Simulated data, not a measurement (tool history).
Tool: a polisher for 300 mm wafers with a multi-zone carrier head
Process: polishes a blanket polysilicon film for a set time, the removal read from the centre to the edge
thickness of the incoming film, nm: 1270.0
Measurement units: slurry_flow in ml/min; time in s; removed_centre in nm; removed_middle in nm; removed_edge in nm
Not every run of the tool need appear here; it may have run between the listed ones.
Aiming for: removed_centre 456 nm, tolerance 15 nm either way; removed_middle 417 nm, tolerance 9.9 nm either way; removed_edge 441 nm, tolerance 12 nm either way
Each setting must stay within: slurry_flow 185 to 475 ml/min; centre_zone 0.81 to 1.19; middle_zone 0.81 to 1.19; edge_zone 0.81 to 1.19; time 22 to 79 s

run	hour	slurry_flow	centre_zone	middle_zone	edge_zone	time	removed_centre	removed_middle	removed_edge
1	0	305	1	1	1	50	315.1	348.09	351.78
2	4.5	305	1	1	1	43	271.69	298.6	302.85
3	8.3	305	0.94	1	1	43	253.5	297.91	298.98
4	14.2	305	0.94	1	0.96	43	252.86	298.62	295.14
5	17.8	305	0.94	0.92	0.96	43	250.8	276.69	291.13
6	22.7	305	0.94	0.92	0.9	43	257.3	278.38	285.73
7	24.1	360	1.04	0.96	1	57	376.51	388.24	404.34
# hour 31.4: centre zone pressure recalibrated
8	31.4	400	1.14	0.99	1.09	59	487.61	416.03	438.86
9	34.6	390	1.13	0.99	1.09	59	481.51	419.61	433.39

4 candidate next runs follow, results not yet known. Just one meets every target within its allowed miss. Identify it.
A	37.8	270	1.08	0.86	1.07	66	?	?	?
B	37.8	350	1.05	0.82	0.98	67	?	?	?
C	37.8	475	1.01	0.91	0.97	62	?	?	?
D	37.8	475	1.07	0.89	1.06	64	?	?	?

move	removed_centre	removed_middle	removed_edge
A	496.91	402	470.36
B	504.31	402.78	466.75
C	460.31	415.45	436.87
D	503.53	420.82	470.97
A: misses by more than the last run did
B: misses by more than the last run did
C: in spec on every target
D: misses by more than the last run did
The right move is C.
